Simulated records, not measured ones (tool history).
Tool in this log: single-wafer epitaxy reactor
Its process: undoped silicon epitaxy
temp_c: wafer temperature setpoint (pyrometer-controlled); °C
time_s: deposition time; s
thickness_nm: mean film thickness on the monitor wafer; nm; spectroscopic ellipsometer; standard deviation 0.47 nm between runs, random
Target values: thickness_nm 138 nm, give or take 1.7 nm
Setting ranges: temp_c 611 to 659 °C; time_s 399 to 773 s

run 1 hour=0 | temp_c=635 time_s=586 | thickness_nm=68.187
run 2 hour=5.2 | temp_c=638 time_s=599 | thickness_nm=76.035
run 3 hour=9.1 | temp_c=641 time_s=604 | thickness_nm=82.587
run 4 hour=11.3 | temp_c=643 time_s=609 | thickness_nm=87.091
run 5 hour=18.4 | temp_c=645 time_s=614 | thickness_nm=92.86
run 6 hour=20.5 | temp_c=640 time_s=614 | thickness_nm=81.431
run 7 hour=26.3 | temp_c=643 time_s=618 | thickness_nm=88.332
run 8 hour=30.6 | temp_c=645 time_s=622 | thickness_nm=94.066
run 9 hour=37.7 | temp_c=645 time_s=622 | thickness_nm=93.965
run 10 hour=40.6 | temp_c=647 time_s=625 | thickness_nm=98.585
run 11 hour=41.9 | temp_c=649 time_s=629 | thickness_nm=104.63
run 12 hour=42.9 | temp_c=650 time_s=632 | thickness_nm=107.57
run 13 hour=47.7 | temp_c=651 time_s=634 | thickness_nm=111.46
run 14 hour=54.7 | temp_c=652 time_s=635 | thickness_nm=113.23
run 15 hour=61.7 | temp_c=653 time_s=637 | thickness_nm=117.06
run 16 hour=68.7 | temp_c=654 time_s=638 | thickness_nm=120.03
run 17 hour=72.4 | temp_c=655 time_s=639 | thickness_nm=123.7
run 18 hour=77.4 | temp_c=656 time_s=640 | thickness_nm=126.15
run 19 hour=83.3 | temp_c=656 time_s=641 | thickness_nm=126.63

Exercise: of the 4 proposed moves below, exactly one satisfies all targets within the stated allowed misses. Which move is it?
run A hour=89.2 | temp_c=652 time_s=766 | thickness_nm=?
run B hour=89.2 | temp_c=649 time_s=657 | thickness_nm=?
run C hour=89.2 | temp_c=659 time_s=672 | thickness_nm=?
run D hour=89.2 | temp_c=653 time_s=640 | thickness_nm=?

move=A thickness_nm=137.1
move=B thickness_nm=109.19
move=C thickness_nm=142.67
move=D thickness_nm=117.4
A: all results in spec
B: misses by more than the last run did
C: takes the result that was furthest off past its target
D: misses by more than the last run did
A meets every target.
